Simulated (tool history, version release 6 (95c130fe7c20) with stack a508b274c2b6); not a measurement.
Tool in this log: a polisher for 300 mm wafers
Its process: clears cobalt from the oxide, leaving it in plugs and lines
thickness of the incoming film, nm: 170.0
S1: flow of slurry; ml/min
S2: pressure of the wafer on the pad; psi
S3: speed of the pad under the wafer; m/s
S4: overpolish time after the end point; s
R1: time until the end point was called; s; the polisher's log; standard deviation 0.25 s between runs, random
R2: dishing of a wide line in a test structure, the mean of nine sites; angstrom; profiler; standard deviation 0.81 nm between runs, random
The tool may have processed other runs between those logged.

run 1 hour=0.0 | S1=190 S2=2.5 S3=1.30 S4=24 | R1=16.111 R2=502.95
run 2 hour=2.3 | S1=190 S2=2.5 S3=1.30 S4=20 | R1=16.369 R2=510.97
run 3 hour=8.9 | S1=190 S2=2.5 S3=1.30 S4=25 | R1=16.526 R2=512.37
run 4 hour=17.7 | S1=190 S2=2.5 S3=1.30 S4=21 | R1=16.021 R2=504.31
run 5 hour=25.8 | S1=190 S2=2.5 S3=1.30 S4=18 | R1=16.711 R2=490.43
run 6 hour=27.9 | S1=165 S2=2.5 S3=1.30 S4=18 | R1=16.667 R2=507.67
run 7 hour=33.1 | S1=195 S2=2.5 S3=1.30 S4=16 | R1=15.925 R2=513.15
run 8 hour=34.9 | S1=180 S2=2.6 S3=1.30 S4=23 | R1=16.137 R2=509.54
run 9 hour=36.2 | S1=130 S2=3.0 S3=1.16 S4=12 | R1=17.261 R2=475.22
run 10 hour=44.6 | S1=125 S2=3.2 S3=1.10 S4=11 | R1=17.608 R2=444.77
run 11 hour=46.1 | S1=135 S2=3.4 S3=1.06 S4=10 | R1=16.361 R2=437.06
run 12 hour=53.4 | S1=145 S2=3.5 S3=1.00 S4=9 | R1=17.145 R2=442.82
run 13 hour=59.0 | S1=140 S2=3.6 S3=1.00 S4=9 | R1=16.866 R2=415.54
run 14 hour=66.9 | S1=115 S2=3.9 S3=0.96 S4=7 | R1=17.421 R2=363.96

Run 15 comes next. What will it give?
run 15 hour=73.1 | S1=145 S2=3.9 S3=0.98 S4=9 | R1=? R2=?

Run 15 gave R1 16.038 s, R2 430.53 angstrom.

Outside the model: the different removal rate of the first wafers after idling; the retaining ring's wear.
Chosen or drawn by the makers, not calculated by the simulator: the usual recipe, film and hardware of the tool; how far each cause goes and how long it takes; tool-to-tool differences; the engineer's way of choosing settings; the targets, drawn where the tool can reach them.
